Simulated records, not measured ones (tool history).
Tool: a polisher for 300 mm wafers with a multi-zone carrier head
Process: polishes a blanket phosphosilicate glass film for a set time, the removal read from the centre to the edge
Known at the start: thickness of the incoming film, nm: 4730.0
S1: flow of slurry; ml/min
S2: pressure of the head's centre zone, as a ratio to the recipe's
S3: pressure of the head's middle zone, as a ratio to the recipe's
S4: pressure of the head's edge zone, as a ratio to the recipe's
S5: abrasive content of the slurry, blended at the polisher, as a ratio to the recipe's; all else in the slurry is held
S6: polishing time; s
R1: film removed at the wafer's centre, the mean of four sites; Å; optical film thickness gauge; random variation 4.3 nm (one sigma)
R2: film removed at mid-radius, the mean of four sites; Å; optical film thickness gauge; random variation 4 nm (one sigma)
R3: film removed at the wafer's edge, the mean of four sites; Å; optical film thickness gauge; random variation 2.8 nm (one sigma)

run	hour	S1	S2	S3	S4	S5	S6	R1	R2	R3
1	0	280	1	1	1	1	47	4288.3	4293.8	4287.8
2	4.3	280	1	1	1	1	36	3251.5	3235.5	3314.2
3	12.6	285	1	0.99	1.02	1	36	3253.9	3175.1	3298.5
4	17.1	280	0.99	0.98	1.04	1.05	36	3210.5	3214.3	3389.8
5	17.9	335	0.99	0.98	1.04	1.05	36	3340.5	3278.9	3483.4
6	22.2	340	0.98	0.97	1.05	1.05	36	3215.5	3243.1	3477.6
7	29.3	345	0.98	0.96	1.06	1.05	36	3238.3	3237.8	3499.2

Run 8 comes next. What will it give?
8	31.9	350	0.98	0.95	1.07	1.05	36	?	?	?

Run 8 gave R1 3286.1 Å, R2 3195.5 Å, R3 3495.4 Å.

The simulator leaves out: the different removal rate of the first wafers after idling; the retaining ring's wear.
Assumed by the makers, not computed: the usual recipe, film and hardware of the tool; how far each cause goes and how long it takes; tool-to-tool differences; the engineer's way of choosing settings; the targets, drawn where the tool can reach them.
